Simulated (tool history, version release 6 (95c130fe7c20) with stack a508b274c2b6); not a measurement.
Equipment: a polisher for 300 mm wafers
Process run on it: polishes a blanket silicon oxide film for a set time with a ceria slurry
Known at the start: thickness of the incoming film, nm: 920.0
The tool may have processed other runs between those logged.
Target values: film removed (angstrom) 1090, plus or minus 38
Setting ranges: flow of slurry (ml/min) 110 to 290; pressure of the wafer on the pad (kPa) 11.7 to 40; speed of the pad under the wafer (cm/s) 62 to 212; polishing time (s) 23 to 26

run	day	flow of slurry (ml/min)	pressure of the wafer on the pad (kPa)	speed of the pad under the wafer (cm/s)	polishing time (s)	film removed (angstrom)
1	0	185	25.5	136	26	1990.2
2	0.321	185	25.5	168	26	2428.1
3	0.358	185	22.8	160	26	2105.8
4	0.729	185	20.7	152	26	1807.3
5	0.817	185	18.6	148	26	1584.8
6	0.908	185	17.2	146	26	1476.5
7	0.942	185	15.9	144	26	1322.8
8	1.088	175	11.7	144	26	984.12
9	1.142	180	11.7	144	26	996.42
10	1.342	185	11.7	144	26	996.32
11	1.408	190	11.7	144	26	996.23

Of the 4 settings listed for the next run, only one would bring every result within its allowed miss of target. Which one?
A	1.475	190	14.5	146	25	?
B	1.475	180	13.8	120	26	?
C	1.475	195	15.2	110	26	?
D	1.475	170	11.7	160	26	?

move	film removed (angstrom)
A	1181.7
B	964.07
C	979.58
D	1086
A: the result that was furthest off in the last run now lies on the other side of its target
B: moves away from the targets compared with the last run
C: moves away from the targets compared with the last run
D: each result inside its tolerance
Correct choice: D, which meets every target
